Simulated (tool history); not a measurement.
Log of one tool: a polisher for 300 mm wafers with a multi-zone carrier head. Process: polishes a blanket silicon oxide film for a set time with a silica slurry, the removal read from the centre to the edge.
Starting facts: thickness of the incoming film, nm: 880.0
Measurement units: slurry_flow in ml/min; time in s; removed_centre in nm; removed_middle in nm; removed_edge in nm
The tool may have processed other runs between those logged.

run  hour  slurry_flow  centre_zone  middle_zone  edge_zone  slurry_solids  time  removed_centre  removed_middle  removed_edge
  1     0          190            1            1          1              1    40          145.64          150.14        151.03
  2   6.6          190            1            1       0.92              1    40          146.95          155.01        144.85
  3   9.2          190            1         0.95       0.92              1    40          146.61          143.98        146.59
  4  13.6          190            1         0.95       0.92            1.1    40          154.55          153.52        152.92
  5  21.3          225            1         0.95       0.92            1.1    40          160.32          157.84        157.88
  6  29.8          225            1            1       0.92            1.1    40             156          164.35         155.6

What will run 7 give?
  7  37.5          230            1         1.01       0.93            1.1    40               ?               ?             ?

Run 7 produced removed_centre 160.58 nm, removed_middle 165.47 nm, removed_edge 160.13 nm.

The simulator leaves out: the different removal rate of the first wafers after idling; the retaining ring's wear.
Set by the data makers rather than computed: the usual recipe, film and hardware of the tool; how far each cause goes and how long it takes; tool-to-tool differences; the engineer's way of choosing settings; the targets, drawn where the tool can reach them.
